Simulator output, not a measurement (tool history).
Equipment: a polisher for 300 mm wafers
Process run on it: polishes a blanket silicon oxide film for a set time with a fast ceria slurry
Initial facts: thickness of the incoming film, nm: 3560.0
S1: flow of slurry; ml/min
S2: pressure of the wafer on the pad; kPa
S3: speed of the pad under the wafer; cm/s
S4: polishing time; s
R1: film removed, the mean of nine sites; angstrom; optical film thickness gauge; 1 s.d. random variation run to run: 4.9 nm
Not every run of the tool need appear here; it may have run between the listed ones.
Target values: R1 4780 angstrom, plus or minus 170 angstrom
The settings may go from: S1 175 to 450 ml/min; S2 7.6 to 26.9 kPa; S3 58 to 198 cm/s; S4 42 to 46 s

run  hour   S1    S2   S3  S4      R1
  1     0  290  17.2  128  46  7492.7
  2   5.1  290  17.2  128  42  6808.6
  3   7.9  290  16.5  128  42  6492.8
  4  10.3  290  16.5  150  42  7495.8
  5    12  290  16.5  126  42  6509.9
  6  19.8  290  15.9  126  42  6220.5
  7  22.8  290  15.2  126  42  5915.2
  8  29.2  290  15.2  126  42  5931.7
  9  30.9  290  13.1  126  42  5146.6

Of the 4 settings listed for the next run, only one would bring every result within its allowed miss of target. Which one?
  A  32.6  285    11  138  42   ?
  B  32.6  315  12.4  142  42   ?
  C  32.6  295  14.5  118  44   ?
  D  32.6  240  12.4  138  45   ?

move      R1
   A  4700.9
   B  5459.6
   C  5510.2
   D    5536
A: meets every target
B: moves away from the targets compared with the last run
C: moves away from the targets compared with the last run
D: moves away from the targets compared with the last run
Correct choice: A, which meets every target
